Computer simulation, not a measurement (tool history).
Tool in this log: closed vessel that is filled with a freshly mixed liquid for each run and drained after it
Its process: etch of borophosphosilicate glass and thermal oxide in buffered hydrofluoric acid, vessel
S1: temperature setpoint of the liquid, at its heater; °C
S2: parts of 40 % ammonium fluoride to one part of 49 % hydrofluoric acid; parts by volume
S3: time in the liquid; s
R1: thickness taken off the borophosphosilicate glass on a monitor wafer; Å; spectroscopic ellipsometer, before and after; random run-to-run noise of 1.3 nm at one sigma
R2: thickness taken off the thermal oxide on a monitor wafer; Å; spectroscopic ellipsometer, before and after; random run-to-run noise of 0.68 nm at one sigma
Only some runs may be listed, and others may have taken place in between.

run,hour,S1,S2,S3,R1,R2
1,0,25,13,60,1511.3,502.01
2,3.3,21.5,13,60,1245.7,418.51
3,8.2,21.5,11.5,60,1413.8,461.31
4,16.8,23,11.5,60,1510.9,507.23
5,18.2,24,11.5,60,1615.7,542.24
6,19.5,27,11.5,60,1910.5,632.92
7,20.9,27.5,11.5,60,1948.9,646.04

For run 8, what comes out?
8,28,28,11.5,60,?,?

Run 8 yielded R1 1999.9 Å, R2 666.7 Å.
